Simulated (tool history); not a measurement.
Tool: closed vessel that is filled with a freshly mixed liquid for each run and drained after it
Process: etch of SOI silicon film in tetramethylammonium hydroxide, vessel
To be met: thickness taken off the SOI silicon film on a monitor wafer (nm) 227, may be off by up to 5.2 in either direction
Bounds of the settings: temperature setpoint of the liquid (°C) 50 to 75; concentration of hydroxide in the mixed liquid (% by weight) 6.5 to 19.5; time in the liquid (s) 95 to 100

run,hour,temperature setpoint of the liquid (°C),concentration of hydroxide in the mixed liquid (% by weight),time in the liquid (s),thickness taken off the SOI silicon film on a monitor wafer (nm)
1,0,62,13,95,370.15
2,1.9,67.5,13,95,512.23
3,10.8,67.5,13,95,518.75
4,16.9,67.5,13,100,544.56
5,23.2,64.5,13,100,454.2
6,31.8,68.5,13,100,577.04
7,35.3,65,13,100,467.71
8,40.5,62.5,13,100,399.74
9,43.8,60.5,13,100,354.57

Exercise: of the 5 proposed moves below, exactly one satisfies all targets within the stated allowed misses. Which move is it?
A,47.1,54,11,95,?
B,47.1,53.5,10,95,?
C,47.1,56,14,95,?
D,47.1,55.5,13,95,?
E,47.1,56,16.5,95,?

move,thickness taken off the SOI silicon film on a monitor wafer (nm)
A,238.83
B,238.74
C,245.11
D,245.96
E,228.75
A: better than the last run, though not everything is in spec
B: better than the last run, though not everything is in spec
C: better than the last run, though not everything is in spec
D: better than the last run, though not everything is in spec
E: all results in spec
Answer: E
